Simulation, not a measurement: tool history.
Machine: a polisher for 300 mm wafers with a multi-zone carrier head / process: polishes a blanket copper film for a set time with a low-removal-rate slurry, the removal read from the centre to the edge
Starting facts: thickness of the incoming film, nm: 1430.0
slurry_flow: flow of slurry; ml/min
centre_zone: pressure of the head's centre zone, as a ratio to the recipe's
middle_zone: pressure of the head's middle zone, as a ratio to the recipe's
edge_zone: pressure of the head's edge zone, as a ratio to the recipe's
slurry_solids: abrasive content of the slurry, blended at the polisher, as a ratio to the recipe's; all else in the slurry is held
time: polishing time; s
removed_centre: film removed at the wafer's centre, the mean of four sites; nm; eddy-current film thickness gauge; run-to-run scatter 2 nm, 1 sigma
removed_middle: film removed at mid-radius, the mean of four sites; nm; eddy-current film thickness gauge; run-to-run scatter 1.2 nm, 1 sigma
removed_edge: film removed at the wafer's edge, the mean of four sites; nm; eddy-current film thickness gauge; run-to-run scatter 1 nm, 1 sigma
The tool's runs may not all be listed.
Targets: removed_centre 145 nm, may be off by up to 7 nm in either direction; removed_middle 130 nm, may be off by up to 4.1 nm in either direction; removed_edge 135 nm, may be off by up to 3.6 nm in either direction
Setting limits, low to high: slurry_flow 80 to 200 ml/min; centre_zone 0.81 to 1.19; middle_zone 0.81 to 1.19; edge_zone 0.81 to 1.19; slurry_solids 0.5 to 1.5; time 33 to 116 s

run,day,slurry_flow,centre_zone,middle_zone,edge_zone,slurry_solids,time,removed_centre,removed_middle,removed_edge
1,0,130,1,1,1,1,74,185.55,184.68,184.29
2,0.042,125,1,0.99,0.98,0.95,73,175.86,178.97,173.57
3,0.417,120,1.01,0.97,0.98,0.9,72,177.23,169.54,170.57
4,0.45,120,1.01,1.01,0.98,0.9,72,173.73,174.7,168.36
5,0.817,120,1.01,1.01,1.01,0.9,72,180.55,176.92,173.59
6,0.921,120,1.01,0.95,1.01,0.9,72,179.02,168.88,173.65
7,1.288,115,1.01,0.93,0.99,0.85,72,170.4,158.31,168.14
8,1.362,110,1.06,0.93,0.89,0.6,68,159.23,137.32,141.01
9,1.671,105,1.06,0.93,0.89,0.6,68,154.71,138.94,138.84
10,1.9,105,1.06,0.92,0.89,0.6,68,158.08,137.6,138.68
11,2.067,105,1.05,0.92,0.89,0.6,68,153.79,136.9,139.69

4 next moves are on the table. One of them brings every result within its allowed miss. Which?
A,2.233,80,1.04,0.93,0.81,0.5,71,?,?,?
B,2.233,100,1.07,0.96,0.85,0.7,61,?,?,?
C,2.233,85,1.02,0.89,0.84,0.55,71,?,?,?
D,2.233,95,1.04,1.02,0.83,0.65,64,?,?,?

move,removed_centre,removed_middle,removed_edge
A,149.34,130.63,127.06
B,150.07,129.76,123.2
C,151.77,130.22,132.83
D,148.8,139.58,124.97
A: the furthest-off result lands on target, but another misses its tolerance
B: the furthest-off result lands on target, but another misses its tolerance
C: hits every target within its allowed miss
D: further off than the last run
The right move is C.
